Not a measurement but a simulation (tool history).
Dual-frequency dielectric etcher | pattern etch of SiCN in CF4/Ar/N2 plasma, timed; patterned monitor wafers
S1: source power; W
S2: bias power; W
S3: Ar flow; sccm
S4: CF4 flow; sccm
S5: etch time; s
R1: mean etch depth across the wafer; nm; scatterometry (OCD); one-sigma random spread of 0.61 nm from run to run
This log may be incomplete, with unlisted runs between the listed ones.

| run | day | S1 | S2 | S3 | S4 | S5 | R1 |
|---|---|---|---|---|---|---|---|
| 1 | 0 | 470 | 86 | 85 | 50 | 90.5 | 89.718 |
| 2 | 0.2 | 500 | 87 | 85 | 50 | 90.5 | 96.677 |
| 3 | 0.479 | 500 | 87 | 85 | 55 | 90.5 | 96.74 |
| 4 | 0.704 | 520 | 87 | 85 | 55 | 90.5 | 101.26 |
| 5 | 0.796 | 520 | 87 | 74 | 55 | 90.5 | 103.24 |
| 6 | 1.121 | 520 | 99 | 74 | 55 | 90.5 | 107.58 |

Estimate the outcome of run 7 from the log above:
| 7 | 1.217 | 530 | 99 | 74 | 55 | 90.5 | ? |

R1: 109.51 nm
